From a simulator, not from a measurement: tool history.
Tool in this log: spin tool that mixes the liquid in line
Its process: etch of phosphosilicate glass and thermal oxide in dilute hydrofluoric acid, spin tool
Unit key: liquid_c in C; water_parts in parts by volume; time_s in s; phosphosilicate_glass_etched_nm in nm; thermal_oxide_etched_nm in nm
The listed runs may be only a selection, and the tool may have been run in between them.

run  hour  liquid_c  water_parts  time_s  phosphosilicate_glass_etched_nm  thermal_oxide_etched_nm
  1   0.0      24.0           45      30                           76.759                   3.2397
  2   5.6      26.5           45      30                           84.803                   3.5923
  3   8.1      26.5           45      20                           57.068                   2.3982
  4  10.5      26.5           30      20                           86.936                   3.6098
  5  17.4      25.5           30      20                           82.886                   3.4530
  6  26.0      27.5           30      20                           91.129                   3.7655
  7  33.0      23.5           30      20                           76.589                   3.2634
  8  41.4      23.0           30      20                           75.523                   3.1279
  9  43.2      22.5           30      20                           72.369                   3.0824
 10  49.1      22.0           30      20                           70.999                   2.9538
 11  56.6      21.5           30      20                           71.133                   2.9328

Run 12, settings as shown, results not yet in. Your forecast:
 12  61.3      21.0           30      20                                ?                        ?

phosphosilicate_glass_etched_nm: 68.559 nm
thermal_oxide_etched_nm: 2.9181 nm
